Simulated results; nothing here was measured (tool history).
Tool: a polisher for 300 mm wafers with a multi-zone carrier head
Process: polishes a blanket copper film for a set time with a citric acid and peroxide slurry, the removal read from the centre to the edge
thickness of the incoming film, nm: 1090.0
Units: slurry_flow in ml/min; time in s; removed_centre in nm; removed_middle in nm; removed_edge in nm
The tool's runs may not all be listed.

| run | hour | slurry_flow | centre_zone | middle_zone | edge_zone | slurry_solids | time | removed_centre | removed_middle | removed_edge |
|---|---|---|---|---|---|---|---|---|---|---|
| 1 | 0.0 | 315 | 1.00 | 1.00 | 1.00 | 1.00 | 48 | 118.77 | 119.72 | 118.89 |
| 2 | 0.6 | 315 | 1.00 | 1.00 | 1.02 | 1.05 | 48 | 121.93 | 121.83 | 121.27 |
| 3 | 9.2 | 315 | 1.00 | 1.00 | 1.02 | 0.90 | 48 | 116.12 | 116.78 | 117.21 |
| 4 | 11.5 | 315 | 1.08 | 1.00 | 1.02 | 0.90 | 48 | 125.85 | 113.73 | 117.25 |
| 5 | 14.6 | 315 | 1.08 | 1.00 | 1.02 | 0.90 | 57 | 149.36 | 138.15 | 138.08 |
| 6 | 16.0 | 315 | 1.08 | 1.00 | 1.02 | 0.95 | 57 | 150.09 | 141.20 | 141.00 |
| 7 | 20.1 | 315 | 1.08 | 1.00 | 1.04 | 0.95 | 57 | 148.07 | 137.27 | 140.99 |

Run 8 comes next. What will it give?
| 8 | 27.4 | 320 | 1.08 | 1.00 | 1.05 | 1.00 | 57 | ? | ? | ? |

{"run 8": {"removed_centre": 151.57, "removed_middle": 143.86, "removed_edge": 144.99}}

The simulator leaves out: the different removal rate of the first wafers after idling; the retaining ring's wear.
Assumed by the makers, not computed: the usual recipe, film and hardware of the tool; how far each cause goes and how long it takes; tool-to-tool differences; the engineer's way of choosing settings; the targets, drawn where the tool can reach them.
